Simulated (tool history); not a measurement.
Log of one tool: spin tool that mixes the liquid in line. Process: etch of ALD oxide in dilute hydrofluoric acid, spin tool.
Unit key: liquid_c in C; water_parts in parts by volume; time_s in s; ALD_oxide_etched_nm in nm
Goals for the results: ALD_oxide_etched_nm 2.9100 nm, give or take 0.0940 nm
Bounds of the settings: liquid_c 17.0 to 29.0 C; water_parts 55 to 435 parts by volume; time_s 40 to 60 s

Run 1, day 0.000: liquid_c 21.0 C, water_parts 245 parts by volume, time_s 60 s. Result: ALD_oxide_etched_nm 1.9908 nm.
Run 2, day 0.221: liquid_c 23.5 C, water_parts 245 parts by volume, time_s 60 s. Result: ALD_oxide_etched_nm 2.2578 nm.
Run 3, day 0.262: liquid_c 25.0 C, water_parts 245 parts by volume, time_s 60 s. Result: ALD_oxide_etched_nm 2.3177 nm.
Run 4, day 0.292: liquid_c 23.0 C, water_parts 245 parts by volume, time_s 60 s. Result: ALD_oxide_etched_nm 2.1908 nm.
Run 5, day 0.442: liquid_c 24.5 C, water_parts 240 parts by volume, time_s 60 s. Result: ALD_oxide_etched_nm 2.3807 nm.
Run 6, day 0.562: liquid_c 26.0 C, water_parts 240 parts by volume, time_s 60 s. Result: ALD_oxide_etched_nm 2.5022 nm.
Run 7, day 0.712: liquid_c 27.0 C, water_parts 235 parts by volume, time_s 60 s. Result: ALD_oxide_etched_nm 2.6614 nm.
Run 8, day 0.983: liquid_c 27.5 C, water_parts 235 parts by volume, time_s 60 s. Result: ALD_oxide_etched_nm 2.7231 nm.
Run 9, day 1.162: liquid_c 28.0 C, water_parts 235 parts by volume, time_s 60 s. Result: ALD_oxide_etched_nm 2.7247 nm.
Run 10, day 1.188: liquid_c 28.5 C, water_parts 235 parts by volume, time_s 60 s. Result: ALD_oxide_etched_nm 2.7602 nm.

Next run, 4 choices. One meets every target within its allowed miss, the rest don't. Which?
Run A, day 1.212: liquid_c 28.0 C, water_parts 235 parts by volume, time_s 60 s. Result: ALD_oxide_etched_nm ?.
Run B, day 1.212: liquid_c 27.5 C, water_parts 240 parts by volume, time_s 60 s. Result: ALD_oxide_etched_nm ?.
Run C, day 1.212: liquid_c 28.0 C, water_parts 170 parts by volume, time_s 40 s. Result: ALD_oxide_etched_nm ?.
Run D, day 1.212: liquid_c 28.0 C, water_parts 225 parts by volume, time_s 60 s. Result: ALD_oxide_etched_nm ?.

move  ALD_oxide_etched_nm
   A               2.7128
   B               2.5962
   C               2.6980
   D               2.8657
A: the biggest miss grows against the last run
B: the biggest miss grows against the last run
C: the biggest miss grows against the last run
D: meets every target
So the answer is move D, the one that meets all the targets.
